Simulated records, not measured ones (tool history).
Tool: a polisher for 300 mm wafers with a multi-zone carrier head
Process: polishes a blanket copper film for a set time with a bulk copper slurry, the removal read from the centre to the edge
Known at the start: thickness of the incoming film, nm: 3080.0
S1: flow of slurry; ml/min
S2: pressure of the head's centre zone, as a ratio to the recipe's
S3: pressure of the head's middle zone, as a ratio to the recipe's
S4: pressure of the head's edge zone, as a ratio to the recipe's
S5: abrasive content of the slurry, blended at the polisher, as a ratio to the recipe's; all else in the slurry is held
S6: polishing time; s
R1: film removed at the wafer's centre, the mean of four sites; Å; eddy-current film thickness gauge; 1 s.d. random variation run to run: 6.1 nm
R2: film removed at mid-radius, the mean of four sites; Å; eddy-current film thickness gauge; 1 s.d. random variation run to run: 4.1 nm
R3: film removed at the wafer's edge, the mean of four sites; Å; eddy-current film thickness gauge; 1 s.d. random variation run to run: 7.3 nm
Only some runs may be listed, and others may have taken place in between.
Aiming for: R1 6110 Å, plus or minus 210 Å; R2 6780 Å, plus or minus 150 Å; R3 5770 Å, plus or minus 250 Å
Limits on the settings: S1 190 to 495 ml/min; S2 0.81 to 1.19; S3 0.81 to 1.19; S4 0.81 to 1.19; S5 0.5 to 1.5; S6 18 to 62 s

run 1 hour=0 | S1=320 S2=1 S3=1 S4=1 S5=1 S6=40 | R1=4130.2 R2=4223.6 R3=3994.4
run 2 hour=7.4 | S1=320 S2=0.92 S3=1 S4=1 S5=1 S6=40 | R1=3735.6 R2=4235.6 R3=4001.9
run 3 hour=11.5 | S1=320 S2=0.92 S3=0.93 S4=1 S5=1 S6=40 | R1=3811.3 R2=3924.5 R3=4066.5
run 4 hour=17.1 | S1=325 S2=0.94 S3=0.96 S4=1.02 S5=1.05 S6=41 | R1=4076.9 R2=4244.6 R3=4222
run 5 hour=22.1 | S1=325 S2=0.94 S3=0.96 S4=1.07 S5=1.05 S6=41 | R1=4031.5 R2=4279.7 R3=4385.2
run 6 hour=24.9 | S1=330 S2=0.96 S3=0.99 S4=1.08 S5=1.1 S6=42 | R1=4242 R2=4483.7 R3=4589.9
run 7 hour=27.7 | S1=335 S2=0.98 S3=1.02 S4=1.07 S5=1.15 S6=43 | R1=4487.6 R2=4791.8 R3=4636.2
run 8 hour=36.1 | S1=340 S2=1 S3=1.04 S4=1.08 S5=1.2 S6=44 | R1=4756.4 R2=5039.6 R3=4946.5
run 9 hour=39.6 | S1=345 S2=1.01 S3=1.06 S4=1.07 S5=1.25 S6=45 | R1=4843.8 R2=5266.2 R3=5020.6
run 10 hour=40.8 | S1=350 S2=1.03 S3=1.08 S4=1.07 S5=1.3 S6=46 | R1=5177.5 R2=5581.3 R3=5210.9
run 11 hour=48.8 | S1=355 S2=1.04 S3=1.1 S4=1.07 S5=1.35 S6=46 | R1=5191.2 R2=5733 R3=5054.7
-- hour=55.7 slurry nozzle cleaned
run 12 hour=55.7 | S1=360 S2=1.05 S3=1.11 S4=1.08 S5=1.35 S6=46 | R1=5590.6 R2=5983.7 R3=5383.1
run 13 hour=63.8 | S1=375 S2=1.05 S3=1.12 S4=1.08 S5=1.35 S6=46 | R1=5572.8 R2=6030.9 R3=5333.8
run 14 hour=69.3 | S1=390 S2=1.05 S3=1.13 S4=1.09 S5=1.35 S6=46 | R1=5625.7 R2=6063.3 R3=5375.8
run 15 hour=70.7 | S1=395 S2=1.05 S3=1.14 S4=1.09 S5=1.35 S6=46 | R1=5620.6 R2=6141.9 R3=5490
run 16 hour=75.6 | S1=400 S2=1.05 S3=1.15 S4=1.09 S5=1.35 S6=46 | R1=5555.1 R2=6144.1 R3=5297.7
run 17 hour=81.6 | S1=400 S2=1.05 S3=1.16 S4=1.1 S5=1.35 S6=46 | R1=5587.9 R2=6164.9 R3=5426.7
run 18 hour=89.3 | S1=405 S2=1.05 S3=1.16 S4=1.1 S5=1.35 S6=46 | R1=5508.3 R2=6226.4 R3=5398.3
run 19 hour=96.8 | S1=410 S2=1.06 S3=1.16 S4=1.1 S5=1.35 S6=46 | R1=5768.6 R2=6219.4 R3=5361.1
run 20 hour=104.4 | S1=415 S2=1.06 S3=1.16 S4=1.1 S5=1.35 S6=46 | R1=5594.2 R2=6255.5 R3=5549.9
run 21 hour=105.1 | S1=420 S2=1.07 S3=1.16 S4=1.1 S5=1.35 S6=46 | R1=5765.2 R2=6262.7 R3=5393.2

Which one of the following 4 next-run settings gets every result inside its allowed miss? There is exactly one.
run A hour=105.8 | S1=370 S2=1.04 S3=1.09 S4=1.19 S5=1.2 S6=48 | R1=? R2=? R3=?
run B hour=105.8 | S1=415 S2=1.17 S3=1.06 S4=1.19 S5=1.4 S6=45 | R1=? R2=? R3=?
run C hour=105.8 | S1=425 S2=1.08 S3=1.19 S4=1.12 S5=1.3 S6=49 | R1=? R2=? R3=?
run D hour=105.8 | S1=410 S2=1.19 S3=1.09 S4=1.09 S5=1.45 S6=44 | R1=? R2=? R3=?

move=A R1=5602.9 R2=5953.4 R3=5682.7
move=B R1=6171.9 R2=5680.2 R3=5548.7
move=C R1=6114.8 R2=6733.8 R3=5756.4
move=D R1=6182.8 R2=5728.3 R3=5221.4
A: moves away from the targets compared with the last run
B: moves away from the targets compared with the last run
C: in spec on every target
D: moves away from the targets compared with the last run
Answer: C

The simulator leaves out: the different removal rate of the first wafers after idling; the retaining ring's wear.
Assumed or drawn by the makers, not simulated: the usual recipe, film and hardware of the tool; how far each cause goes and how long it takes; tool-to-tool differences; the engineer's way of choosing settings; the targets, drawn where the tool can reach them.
